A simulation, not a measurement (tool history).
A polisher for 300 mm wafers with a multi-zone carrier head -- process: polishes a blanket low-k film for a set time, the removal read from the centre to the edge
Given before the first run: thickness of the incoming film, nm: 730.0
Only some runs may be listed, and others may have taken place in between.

run  hour  flow of slurry (ml/min)  pressure of the head's centre zone  pressure of the head's middle zone  pressure of the head's edge zone  abrasive content of the slurry  polishing time (s)  film removed at the wafer's centre (nm)  film removed at mid-radius (nm)  film removed at the wafer's edge (nm)
  1   0.0                      290                                1.00                                1.00                              1.00                            1.00                  42                                  14.2460                          13.6940                                13.7240
  2   1.1                      290                                1.00                                1.00                              1.00                            0.90                  42                                  13.8300                          13.5430                                13.2800
  3   2.7                      290                                0.92                                1.00                              1.00                            0.90                  42                                  12.3940                          13.3070                                13.4630
  4   5.6                      285                                0.93                                0.98                              0.99                            0.85                  41                                  12.1450                          12.5910                                12.6880
  5   7.1                      280                                0.93                                0.96                              0.99                            0.80                  40                                  11.7280                          12.1130                                12.0820
  6  15.1                      325                                0.93                                0.96                              0.99                            0.80                  40                                  11.6430                          11.7950                                12.2200
  7  20.4                      330                                0.93                                0.94                              0.98                            0.75                  39                                  11.0940                          11.0560                                11.5870
  8  24.3                      300                                0.97                                0.84                              0.88                            0.50                  32                                   8.4306                           7.0061                                 7.8302
  9  28.5                      305                                0.97                                0.84                              0.89                            0.50                  32                                   8.2265                           7.0337                                 7.8714
 10  30.6                      305                                0.97                                0.84                              0.90                            0.50                  32                                   8.1622                           7.2343                                 7.7867

Run 11, settings as shown, results not yet in. Your forecast:
 11  35.3                      315                                0.97                                0.84                              0.89                            0.55                  32                                        ?                                ?                                      ?

film removed at the wafer's centre (nm): 8.7170
film removed at mid-radius (nm): 7.3177
film removed at the wafer's edge (nm): 8.1841

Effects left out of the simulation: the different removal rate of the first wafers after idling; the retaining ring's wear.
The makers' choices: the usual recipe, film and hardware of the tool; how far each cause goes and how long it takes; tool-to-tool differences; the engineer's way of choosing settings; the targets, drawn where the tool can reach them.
